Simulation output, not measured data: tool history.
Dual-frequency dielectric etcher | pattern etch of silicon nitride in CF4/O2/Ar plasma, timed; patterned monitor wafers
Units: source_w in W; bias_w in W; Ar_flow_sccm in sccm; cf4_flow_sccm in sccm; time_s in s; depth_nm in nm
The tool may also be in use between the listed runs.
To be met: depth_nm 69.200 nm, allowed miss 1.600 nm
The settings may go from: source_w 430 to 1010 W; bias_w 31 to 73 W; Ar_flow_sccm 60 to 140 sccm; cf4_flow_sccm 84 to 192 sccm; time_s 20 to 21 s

run 1 hour=0.0 | source_w=720 bias_w=52 Ar_flow_sccm=100 cf4_flow_sccm=138 time_s=20 | depth_nm=53.678
run 2 hour=1.2 | source_w=720 bias_w=49 Ar_flow_sccm=100 cf4_flow_sccm=138 time_s=20 | depth_nm=52.598
run 3 hour=3.0 | source_w=720 bias_w=46 Ar_flow_sccm=100 cf4_flow_sccm=138 time_s=20 | depth_nm=50.934
run 4 hour=11.4 | source_w=720 bias_w=46 Ar_flow_sccm=90 cf4_flow_sccm=138 time_s=20 | depth_nm=52.270
run 5 hour=18.8 | source_w=650 bias_w=46 Ar_flow_sccm=90 cf4_flow_sccm=138 time_s=20 | depth_nm=46.538
run 6 hour=21.2 | source_w=710 bias_w=46 Ar_flow_sccm=90 cf4_flow_sccm=138 time_s=20 | depth_nm=51.095
run 7 hour=25.8 | source_w=760 bias_w=46 Ar_flow_sccm=90 cf4_flow_sccm=138 time_s=20 | depth_nm=55.224
run 8 hour=27.3 | source_w=900 bias_w=47 Ar_flow_sccm=89 cf4_flow_sccm=139 time_s=20 | depth_nm=66.992
run 9 hour=36.3 | source_w=910 bias_w=47 Ar_flow_sccm=89 cf4_flow_sccm=139 time_s=20 | depth_nm=66.980

4 next moves are on the table. One of them brings every result within its allowed miss. Which?
run A hour=45.3 | source_w=990 bias_w=38 Ar_flow_sccm=103 cf4_flow_sccm=129 time_s=20 | depth_nm=?
run B hour=45.3 | source_w=980 bias_w=39 Ar_flow_sccm=91 cf4_flow_sccm=123 time_s=20 | depth_nm=?
run C hour=45.3 | source_w=840 bias_w=48 Ar_flow_sccm=87 cf4_flow_sccm=117 time_s=20 | depth_nm=?
run D hour=45.3 | source_w=990 bias_w=36 Ar_flow_sccm=87 cf4_flow_sccm=144 time_s=21 | depth_nm=?

move=A depth_nm=64.065
move=B depth_nm=65.573
move=C depth_nm=61.542
move=D depth_nm=68.842
A: further off than the last run
B: further off than the last run
C: further off than the last run
D: meets every target
The right move is D.
